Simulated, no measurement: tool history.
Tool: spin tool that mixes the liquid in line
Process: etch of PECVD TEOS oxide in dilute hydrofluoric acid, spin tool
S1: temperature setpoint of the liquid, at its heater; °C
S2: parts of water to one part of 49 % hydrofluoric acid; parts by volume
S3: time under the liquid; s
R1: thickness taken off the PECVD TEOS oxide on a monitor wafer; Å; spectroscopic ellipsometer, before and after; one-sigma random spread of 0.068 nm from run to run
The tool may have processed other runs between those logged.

run  hour    S1   S2   S3      R1
  1     0    20  240  280  97.143
  2   1.4    18  240  280   90.21
  3   3.3    17  240  280  86.882
  4   4.6    17  205  280  104.68
  5   9.3    19  205  280  114.03
  6  11.6  20.5  205  280  121.53

Expected results for the next run?
  7  13.5  21.5  205  280   ?

{"run 7": {"R1": 124.74}}
